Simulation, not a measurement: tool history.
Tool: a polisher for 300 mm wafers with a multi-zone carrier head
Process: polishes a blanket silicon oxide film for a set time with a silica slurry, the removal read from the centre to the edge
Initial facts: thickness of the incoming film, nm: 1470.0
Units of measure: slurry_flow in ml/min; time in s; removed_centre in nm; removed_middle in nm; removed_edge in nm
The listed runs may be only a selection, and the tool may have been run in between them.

| run | hour | slurry_flow | centre_zone | middle_zone | edge_zone | slurry_solids | time | removed_centre | removed_middle | removed_edge |
|---|---|---|---|---|---|---|---|---|---|---|
| 1 | 0.0 | 195 | 1.00 | 1.00 | 1.00 | 1.00 | 32 | 82.513 | 77.910 | 78.008 |
| 2 | 3.3 | 190 | 0.98 | 0.98 | 0.97 | 0.90 | 31 | 73.092 | 72.455 | 70.785 |
| 3 | 5.6 | 190 | 0.98 | 0.98 | 0.89 | 0.90 | 31 | 74.367 | 71.206 | 68.603 |
| 4 | 11.5 | 190 | 1.04 | 0.98 | 0.89 | 0.90 | 31 | 79.395 | 71.032 | 68.313 |
| 5 | 16.7 | 190 | 1.04 | 0.98 | 0.98 | 0.90 | 31 | 80.542 | 70.944 | 72.094 |
| 6 | 24.3 | 170 | 1.04 | 0.98 | 0.98 | 0.90 | 31 | 77.144 | 69.565 | 71.113 |
| 7 | 24.9 | 170 | 1.03 | 0.96 | 0.96 | 0.80 | 30 | 71.213 | 62.583 | 64.562 |
| 8 | 30.3 | 165 | 1.01 | 0.94 | 0.94 | 0.75 | 30 | 66.578 | 59.231 | 61.618 |
| 9 | 34.1 | 165 | 0.99 | 0.93 | 0.92 | 0.70 | 30 | 61.768 | 56.198 | 57.607 |
| 10 | 39.5 | 160 | 0.98 | 0.92 | 0.90 | 0.70 | 30 | 61.708 | 56.332 | 57.109 |
| 11 | 42.3 | 135 | 0.89 | 0.84 | 0.85 | 0.50 | 30 | 43.909 | 39.941 | 43.973 |

Run 12 is up next; what results do you expect?
|  | 50.4 | centre zone pressure recalibrated |
| 12 | 50.4 | 160 | 0.89 | 0.85 | 0.86 | 0.50 | 30 | ? | ? | ? |

{"run 12": {"removed_centre": 41.874, "removed_middle": 41.637, "removed_edge": 44.896}}

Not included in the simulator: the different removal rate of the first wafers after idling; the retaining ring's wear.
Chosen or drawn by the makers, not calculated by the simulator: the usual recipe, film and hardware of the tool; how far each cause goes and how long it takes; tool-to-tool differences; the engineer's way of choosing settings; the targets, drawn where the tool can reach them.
